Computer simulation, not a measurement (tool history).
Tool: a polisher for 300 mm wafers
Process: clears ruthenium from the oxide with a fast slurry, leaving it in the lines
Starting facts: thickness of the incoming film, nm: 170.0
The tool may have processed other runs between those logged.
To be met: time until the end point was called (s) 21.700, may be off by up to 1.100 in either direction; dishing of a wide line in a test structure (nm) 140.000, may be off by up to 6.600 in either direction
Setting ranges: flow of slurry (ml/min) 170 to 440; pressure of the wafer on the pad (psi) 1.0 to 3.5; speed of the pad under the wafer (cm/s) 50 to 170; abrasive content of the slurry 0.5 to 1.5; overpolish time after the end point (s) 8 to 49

run	day	flow of slurry (ml/min)	pressure of the wafer on the pad (psi)	speed of the pad under the wafer (cm/s)	abrasive content of the slurry	overpolish time after the end point (s)	time until the end point was called (s)	dishing of a wide line in a test structure (nm)
1	0.000	280	2.2	110	1.0	25	42.098	76.042
2	0.238	280	2.4	112	1.0	25	38.435	83.392
3	0.554	280	2.4	112	1.0	32	37.798	100.620
4	0.779	280	2.4	138	1.0	32	31.449	115.970
5	0.988	280	2.4	138	1.0	26	31.402	98.305
6	1.217	320	2.4	138	1.0	26	31.660	100.500
7	1.421	325	3.0	140	1.0	27	24.601	125.760
8	1.633	325	3.2	140	1.0	27	23.285	130.270
9	1.671	325	3.3	140	1.0	27	22.514	132.060

Below are 5 possible settings for the next run. Only one of them brings all results inside the allowed miss of their targets. Which is it?
A	1.708	330	3.2	138	0.9	26	?	?
B	1.708	345	3.0	140	1.0	33	?	?
C	1.708	420	3.1	150	1.0	34	?	?
D	1.708	350	3.0	150	1.1	29	?	?
E	1.708	315	3.2	128	1.1	37	?	?

move	time until the end point was called (s)	dishing of a wide line in a test structure (nm)
A	24.354	121.820
B	24.515	142.540
C	21.904	155.760
D	22.114	140.150
E	24.427	153.480
A: the biggest miss grows against the last run
B: corrects the largest miss of the last run, while another result sits out of spec
C: takes the biggest miss from the last run beyond its target
D: every result lands within tolerance
E: takes the biggest miss from the last run beyond its target
So the answer is move D, the one that meets all the targets.
